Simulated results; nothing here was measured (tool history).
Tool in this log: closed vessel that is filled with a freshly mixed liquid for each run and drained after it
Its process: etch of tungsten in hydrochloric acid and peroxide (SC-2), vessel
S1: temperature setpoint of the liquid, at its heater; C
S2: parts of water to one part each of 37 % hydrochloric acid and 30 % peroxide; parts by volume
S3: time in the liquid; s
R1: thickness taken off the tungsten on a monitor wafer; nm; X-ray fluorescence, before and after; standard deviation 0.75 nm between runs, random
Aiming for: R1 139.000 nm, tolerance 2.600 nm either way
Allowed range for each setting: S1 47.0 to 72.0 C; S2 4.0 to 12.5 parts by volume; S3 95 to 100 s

{"run": 1, "hour": 0.0, "S1": 63.0, "S2": 7.0, "S3": 95, "R1": 67.451}
{"run": 2, "hour": 2.2, "S1": 66.0, "S2": 6.5, "S3": 95, "R1": 84.903}
{"run": 3, "hour": 3.5, "S1": 66.0, "S2": 9.0, "S3": 95, "R1": 66.376}
{"run": 4, "hour": 7.7, "S1": 72.0, "S2": 9.0, "S3": 95, "R1": 95.227}
{"run": 5, "hour": 15.7, "S1": 72.0, "S2": 11.5, "S3": 95, "R1": 77.617}
{"run": 6, "hour": 18.7, "S1": 72.0, "S2": 9.0, "S3": 95, "R1": 94.666}
{"run": 7, "hour": 27.4, "S1": 72.0, "S2": 7.5, "S3": 95, "R1": 109.52}
{"run": 8, "hour": 29.3, "S1": 72.0, "S2": 4.5, "S3": 95, "R1": 162.42}
{"run": 9, "hour": 31.3, "S1": 71.0, "S2": 4.5, "S3": 95, "R1": 151.6}
{"run": 10, "hour": 38.9, "S1": 70.5, "S2": 4.5, "S3": 95, "R1": 147.69}
{"run": 11, "hour": 41.1, "S1": 70.0, "S2": 4.5, "S3": 95, "R1": 142.74}
{"run": 12, "hour": 42.7, "S1": 70.0, "S2": 4.5, "S3": 95, "R1": 143.78}

Exactly one of the 4 candidate moves below puts every result within its allowed miss. Which one?
{"run": "A", "hour": 44.3, "S1": 72.0, "S2": 5.5, "S3": 100, "R1": "?"}
{"run": "B", "hour": 44.3, "S1": 67.5, "S2": 4.0, "S3": 100, "R1": "?"}
{"run": "C", "hour": 44.3, "S1": 70.5, "S2": 5.5, "S3": 100, "R1": "?"}
{"run": "D", "hour": 44.3, "S1": 71.5, "S2": 5.0, "S3": 95, "R1": "?"}

move=A R1=146.240
move=B R1=140.040
move=C R1=133.920
move=D R1=144.560
A: its largest miss is bigger than the last run's
B: in spec on every target
C: moves the result that the last run missed by most past its target, out the other side
D: its largest miss is bigger than the last run's
The move that meets every target is B.
